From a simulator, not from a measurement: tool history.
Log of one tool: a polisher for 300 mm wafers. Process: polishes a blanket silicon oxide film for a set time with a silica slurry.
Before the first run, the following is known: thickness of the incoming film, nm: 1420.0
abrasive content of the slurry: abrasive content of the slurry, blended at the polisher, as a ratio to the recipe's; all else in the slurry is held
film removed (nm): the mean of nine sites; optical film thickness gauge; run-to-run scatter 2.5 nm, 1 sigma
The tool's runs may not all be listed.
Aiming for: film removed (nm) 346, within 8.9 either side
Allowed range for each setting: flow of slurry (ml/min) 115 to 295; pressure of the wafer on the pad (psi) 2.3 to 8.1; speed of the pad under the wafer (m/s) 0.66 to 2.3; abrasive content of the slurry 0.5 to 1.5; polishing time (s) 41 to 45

run,hour,flow of slurry (ml/min),pressure of the wafer on the pad (psi),speed of the pad under the wafer (m/s),abrasive content of the slurry,polishing time (s),film removed (nm)
1,0,190,5.2,1.46,1,45,168.68
2,7.5,190,5.2,1.46,0.8,45,145.81
3,13.6,190,5.2,1.46,0.8,45,147.21
4,15.7,190,5.2,1.22,0.8,45,127.36
5,21.7,190,5.2,1.22,0.8,41,116.07
6,30.4,190,4,1.22,0.8,41,88.335
7,37.2,195,4.5,1.3,0.8,41,105.46
8,41.5,195,4.5,1.3,0.8,41,103.51
9,48.4,195,4.9,1.38,0.8,41,120.7
10,57,195,5.3,1.44,0.8,41,134.57
11,58.9,195,5.6,1.52,0.8,41,148.3
12,62.9,195,5.9,1.6,0.8,41,161.6
13,68.5,195,6.2,1.68,0.8,41,176.73
14,74.3,230,7.6,2.1,0.85,41,276.78
15,80.6,230,7.6,2.1,0.85,41,276.61
16,83,230,7.7,2.12,0.85,41,282.5
17,88.3,230,7.7,2.14,0.85,41,285.39
18,90.8,230,7.7,2.16,0.85,41,286.35
19,95.6,250,8.1,2.3,0.9,41,330.64

5 candidate next runs follow, results not yet known. Just one meets every target within its allowed miss. Identify it.
A,100.4,265,7.9,1.86,1,44,?
B,100.4,225,7.7,2.24,0.95,41,?
C,100.4,235,7.8,2.28,0.85,43,?
D,100.4,270,7.6,2.2,0.95,41,?
E,100.4,185,8,2.28,0.95,44,?

move,film removed (nm)
A,320.53
B,320.62
C,321.07
D,318.63
E,352.36
A: its largest miss is bigger than the last run's
B: its largest miss is bigger than the last run's
C: its largest miss is bigger than the last run's
D: its largest miss is bigger than the last run's
E: each result inside its tolerance
E is the move that brings every result within its allowed miss.
